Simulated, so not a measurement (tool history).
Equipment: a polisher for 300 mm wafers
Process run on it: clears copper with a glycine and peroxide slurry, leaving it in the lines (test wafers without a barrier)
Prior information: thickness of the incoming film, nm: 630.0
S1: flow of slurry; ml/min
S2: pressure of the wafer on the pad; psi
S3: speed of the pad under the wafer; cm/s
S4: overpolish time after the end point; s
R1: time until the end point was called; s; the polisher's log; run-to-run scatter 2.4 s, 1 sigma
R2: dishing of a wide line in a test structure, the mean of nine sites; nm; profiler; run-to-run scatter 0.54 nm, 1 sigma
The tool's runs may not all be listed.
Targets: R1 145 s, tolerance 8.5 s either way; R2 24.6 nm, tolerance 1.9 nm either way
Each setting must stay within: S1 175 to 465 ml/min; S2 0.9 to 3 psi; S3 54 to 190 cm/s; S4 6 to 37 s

run 1 hour=0 | S1=295 S2=1.9 S3=122 S4=19 | R1=154.34 R2=51.366
run 2 hour=7.6 | S1=290 S2=1.8 S3=130 S4=16 | R1=148.47 R2=44.701
run 3 hour=13.6 | S1=290 S2=1.8 S3=144 S4=16 | R1=133.8 R2=46.732
run 4 hour=16.8 | S1=285 S2=1.6 S3=150 S4=14 | R1=139.87 R2=42.854
run 5 hour=18.7 | S1=285 S2=1.6 S3=148 S4=12 | R1=146.19 R2=35.477
run 6 hour=23.1 | S1=285 S2=1.6 S3=166 S4=12 | R1=130.44 R2=38.972
run 7 hour=30.9 | S1=285 S2=1.1 S3=176 S4=6 | R1=145.41 R2=17.985
-- hour=34.2 head pressure recalibrated
run 8 hour=34.2 | S1=285 S2=1.2 S3=174 S4=7 | R1=145.45 R2=21.734
run 9 hour=39.7 | S1=285 S2=1.2 S3=172 S4=7 | R1=146.31 R2=21.134
run 10 hour=46.6 | S1=285 S2=1.2 S3=170 S4=7 | R1=151.39 R2=20.022
run 11 hour=55.3 | S1=285 S2=1.3 S3=170 S4=12 | R1=144.01 R2=36.033
run 12 hour=64.1 | S1=290 S2=1.3 S3=168 S4=11 | R1=145.1 R2=32.024
run 13 hour=69.8 | S1=290 S2=1.3 S3=166 S4=10 | R1=146.29 R2=29.304
run 14 hour=72.5 | S1=280 S2=1.3 S3=166 S4=10 | R1=142.91 R2=29.143
run 15 hour=74.1 | S1=285 S2=1.3 S3=166 S4=10 | R1=149.17 R2=29.558
run 16 hour=76.1 | S1=290 S2=1.3 S3=164 S4=10 | R1=149.72 R2=29.738
run 17 hour=79 | S1=250 S2=1.2 S3=174 S4=6 | R1=151.08 R2=18.402
run 18 hour=87.6 | S1=260 S2=1.2 S3=174 S4=7 | R1=149.87 R2=21.313

4 next moves are on the table. One of them brings every result within its allowed miss. Which?
run A hour=96.2 | S1=245 S2=1.4 S3=164 S4=8 | R1=? R2=?
run B hour=96.2 | S1=330 S2=1.4 S3=180 S4=9 | R1=? R2=?
run C hour=96.2 | S1=235 S2=1.3 S3=168 S4=7 | R1=? R2=?
run D hour=96.2 | S1=245 S2=1.1 S3=190 S4=7 | R1=? R2=?

move=A R1=144.8 R2=24.755
move=B R1=130.9 R2=30.086
move=C R1=147.72 R2=21.479
move=D R1=143.73 R2=21.938
A: hits every target within its allowed miss
B: takes the result that was furthest off past its target
C: nearer the targets than the last run, but a result is still out of spec
D: nearer the targets than the last run, but a result is still out of spec
Correct choice: A, which meets every target
